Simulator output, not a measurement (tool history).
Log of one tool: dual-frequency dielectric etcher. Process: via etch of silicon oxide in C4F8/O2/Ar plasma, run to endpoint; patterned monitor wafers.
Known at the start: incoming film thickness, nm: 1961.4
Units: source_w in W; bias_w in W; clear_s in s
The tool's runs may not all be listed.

run,hour,source_w,bias_w,clear_s
1,0,2380,2130,349.06
2,5.6,2380,1977,357.67
3,11.9,2380,2200,347.8
4,15.5,2270,2180,355.18
5,24.3,2190,2166,364.53
6,27.1,2140,2160,367.5
7,28.6,2090,2154,375.15
8,31.7,2060,2151,381.12

The next listed run, before its measurement:
9,34.7,2050,2150,?

{"run 9": {"clear_s": 382.91}}

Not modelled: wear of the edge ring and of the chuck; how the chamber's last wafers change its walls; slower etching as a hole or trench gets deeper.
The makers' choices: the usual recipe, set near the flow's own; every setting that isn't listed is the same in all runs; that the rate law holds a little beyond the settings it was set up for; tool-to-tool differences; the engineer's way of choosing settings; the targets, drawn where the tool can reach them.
